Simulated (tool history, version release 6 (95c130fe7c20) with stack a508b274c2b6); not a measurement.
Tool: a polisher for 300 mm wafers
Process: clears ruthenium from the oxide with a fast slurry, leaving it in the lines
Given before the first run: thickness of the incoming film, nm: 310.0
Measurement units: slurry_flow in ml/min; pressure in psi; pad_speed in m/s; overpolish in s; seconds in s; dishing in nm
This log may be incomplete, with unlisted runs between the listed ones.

run,day,slurry_flow,pressure,pad_speed,slurry_solids,overpolish,seconds,dishing
1,0.000,235,2.0,1.20,1.0,17,114.800,39.124
2,0.358,235,2.0,1.20,1.0,14,111.410,33.111
3,0.575,235,2.0,1.20,1.0,13,113.770,31.052
4,0.904,235,2.2,1.20,1.0,13,103.990,33.950
# day 1.017: worn pad replaced by a new one
5,1.017,235,2.4,1.20,1.0,13,88.581,39.572
6,1.283,235,2.7,1.20,1.0,13,79.473,43.751
7,1.421,240,2.1,1.16,1.0,7,102.920,19.812
8,1.504,235,2.1,1.16,1.0,8,106.250,21.772
9,1.575,225,2.1,1.16,1.0,9,104.890,24.141

Run 10 comes next. What will it give?
10,1.704,230,2.1,1.16,1.0,9,?,?

{"run 10": {"seconds": 106.38, "dishing": 24.851}}

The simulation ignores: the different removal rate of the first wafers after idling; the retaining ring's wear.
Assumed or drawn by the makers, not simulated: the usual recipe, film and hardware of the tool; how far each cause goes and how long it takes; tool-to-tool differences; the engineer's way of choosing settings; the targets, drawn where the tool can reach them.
